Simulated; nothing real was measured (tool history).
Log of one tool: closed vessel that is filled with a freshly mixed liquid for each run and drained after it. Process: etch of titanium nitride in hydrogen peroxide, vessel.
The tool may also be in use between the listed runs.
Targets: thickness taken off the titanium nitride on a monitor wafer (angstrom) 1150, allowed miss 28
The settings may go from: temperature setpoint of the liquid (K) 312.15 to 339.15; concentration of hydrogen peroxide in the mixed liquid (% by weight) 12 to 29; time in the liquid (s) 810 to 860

run,hour,temperature setpoint of the liquid (K),concentration of hydrogen peroxide in the mixed liquid (% by weight),time in the liquid (s),thickness taken off the titanium nitride on a monitor wafer (angstrom)
1,0,328.15,19.5,810,580.35
2,3.1,330.15,19.5,810,659.33
3,10.9,330.15,15.5,810,631.61
4,12.4,330.15,12.5,810,608.35
5,20.9,332.15,12.5,810,695.73
6,26.4,333.65,13,810,777.43
7,29.2,334.65,13,810,828.85
8,32,335.65,13.5,810,890.27
9,39.1,336.15,13.5,810,933.85
10,40.8,336.15,13.5,810,918.98

4 next moves are on the table. One of them brings every result within its allowed miss. Which?
A,42.5,331.15,12,810,?
B,42.5,338.65,13,855,?
C,42.5,331.65,14,820,?
D,42.5,330.65,15,810,?

move,thickness taken off the titanium nitride on a monitor wafer (angstrom)
A,650.41
B,1156.1
C,703.76
D,658.45
A: further off than the last run
B: meets every target
C: further off than the last run
D: further off than the last run
Move B is the one to make.
